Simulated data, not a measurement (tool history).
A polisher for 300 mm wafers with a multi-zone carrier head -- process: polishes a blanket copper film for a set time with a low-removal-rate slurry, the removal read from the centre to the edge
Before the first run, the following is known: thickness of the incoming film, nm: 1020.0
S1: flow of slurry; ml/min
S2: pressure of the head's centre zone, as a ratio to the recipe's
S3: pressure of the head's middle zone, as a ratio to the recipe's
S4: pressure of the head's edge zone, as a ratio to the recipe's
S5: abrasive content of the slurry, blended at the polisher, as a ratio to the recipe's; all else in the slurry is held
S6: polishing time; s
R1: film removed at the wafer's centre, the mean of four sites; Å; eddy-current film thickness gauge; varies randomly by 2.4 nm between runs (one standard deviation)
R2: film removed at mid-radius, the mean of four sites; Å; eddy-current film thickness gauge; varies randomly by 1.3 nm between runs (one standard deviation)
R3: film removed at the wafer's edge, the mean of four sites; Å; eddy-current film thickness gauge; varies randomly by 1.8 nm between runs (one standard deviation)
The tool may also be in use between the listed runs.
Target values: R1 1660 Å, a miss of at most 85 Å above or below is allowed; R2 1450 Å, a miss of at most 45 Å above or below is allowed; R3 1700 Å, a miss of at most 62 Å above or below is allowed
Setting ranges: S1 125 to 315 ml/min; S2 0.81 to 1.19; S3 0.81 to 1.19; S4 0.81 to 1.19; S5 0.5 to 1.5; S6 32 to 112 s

{"run": 1, "hour": 0.0, "S1": 205, "S2": 1, "S3": 1, "S4": 1, "S5": 1, "S6": 72, "R1": 2494.6, "R2": 2570.2, "R3": 2504.6}
{"run": 2, "hour": 7.5, "S1": 195, "S2": 1, "S3": 0.96, "S4": 1, "S5": 0.9, "S6": 68, "R1": 2345.1, "R2": 2283.1, "R3": 2313.3}
{"run": 3, "hour": 16.1, "S1": 195, "S2": 1, "S3": 0.96, "S4": 1.06, "S5": 0.9, "S6": 68, "R1": 2241.1, "R2": 2309.1, "R3": 2386.6}
{"run": 4, "hour": 19.9, "S1": 190, "S2": 1, "S3": 0.93, "S4": 1.05, "S5": 0.8, "S6": 65, "R1": 2141.9, "R2": 2039.4, "R3": 2172.9}
{"run": 5, "hour": 28.1, "S1": 190, "S2": 1.07, "S3": 0.93, "S4": 1.05, "S5": 0.8, "S6": 65, "R1": 2184.8, "R2": 2070.6, "R3": 2147.7}
{"run": 6, "hour": 32.3, "S1": 185, "S2": 1.06, "S3": 0.91, "S4": 1.06, "S5": 0.75, "S6": 63, "R1": 2137.5, "R2": 1924.1, "R3": 2073.6}
{"run": 7, "hour": 35.2, "S1": 180, "S2": 1.04, "S3": 0.9, "S4": 1.07, "S5": 0.7, "S6": 61, "R1": 1933.7, "R2": 1797.6, "R3": 2019.9}
{"run": 8, "hour": 35.9, "S1": 175, "S2": 1.03, "S3": 0.89, "S4": 1.05, "S5": 0.65, "S6": 60, "R1": 1901.8, "R2": 1711.7, "R3": 1916.5}
{"run": 9, "hour": 38.7, "S1": 170, "S2": 1.01, "S3": 0.88, "S4": 1.04, "S5": 0.6, "S6": 59, "R1": 1773.9, "R2": 1638.8, "R3": 1834.5}
{"run": 10, "hour": 45.8, "S1": 165, "S2": 1.01, "S3": 0.87, "S4": 1.03, "S5": 0.6, "S6": 59, "R1": 1773.8, "R2": 1613.3, "R3": 1827.9}
{"run": 11, "hour": 52.9, "S1": 160, "S2": 1.01, "S3": 0.86, "S4": 1.02, "S5": 0.6, "S6": 59, "R1": 1773.6, "R2": 1604.9, "R3": 1825.9}
{"run": 12, "hour": 57.9, "S1": 160, "S2": 1.01, "S3": 0.86, "S4": 1.02, "S5": 0.6, "S6": 59, "R1": 1748.3, "R2": 1612.1, "R3": 1834.2}
{"run": 13, "hour": 59.9, "S1": 160, "S2": 1.01, "S3": 0.85, "S4": 1.02, "S5": 0.6, "S6": 58, "R1": 1692.4, "R2": 1570.5, "R3": 1826.6}
{"run": 14, "hour": 66.2, "S1": 160, "S2": 1.02, "S3": 0.84, "S4": 1.02, "S5": 0.6, "S6": 58, "R1": 1738, "R2": 1551.7, "R3": 1800.5}
{"run": 15, "hour": 69.5, "S1": 160, "S2": 1.02, "S3": 0.83, "S4": 1.01, "S5": 0.6, "S6": 58, "R1": 1742.1, "R2": 1534.2, "R3": 1777.3}

Consider the 4 candidate settings below. Which is the only one whose results all fall within their allowed miss of target?
{"run": "A", "hour": 72.8, "S1": 160, "S2": 1.14, "S3": 0.81, "S4": 1.01, "S5": 0.55, "S6": 56, "R1": "?", "R2": "?", "R3": "?"}
{"run": "B", "hour": 72.8, "S1": 170, "S2": 0.94, "S3": 0.84, "S4": 1.04, "S5": 0.65, "S6": 62, "R1": "?", "R2": "?", "R3": "?"}
{"run": "C", "hour": 72.8, "S1": 165, "S2": 0.9, "S3": 0.86, "S4": 0.99, "S5": 0.75, "S6": 56, "R1": "?", "R2": "?", "R3": "?"}
{"run": "D", "hour": 72.8, "S1": 150, "S2": 1.04, "S3": 0.84, "S4": 1.07, "S5": 0.6, "S6": 55, "R1": "?", "R2": "?", "R3": "?"}

move=A R1=1855.1 R2=1403.2 R3=1717.3
move=B R1=1777.9 R2=1674.6 R3=2011.8
move=C R1=1584 R2=1588.3 R3=1827.8
move=D R1=1684.3 R2=1438.1 R3=1759.8
A: moves the result that the last run missed by most past its target, out the other side
B: lands further from the targets than the last run did
C: lands further from the targets than the last run did
D: every result within its allowed miss
The right move is D.

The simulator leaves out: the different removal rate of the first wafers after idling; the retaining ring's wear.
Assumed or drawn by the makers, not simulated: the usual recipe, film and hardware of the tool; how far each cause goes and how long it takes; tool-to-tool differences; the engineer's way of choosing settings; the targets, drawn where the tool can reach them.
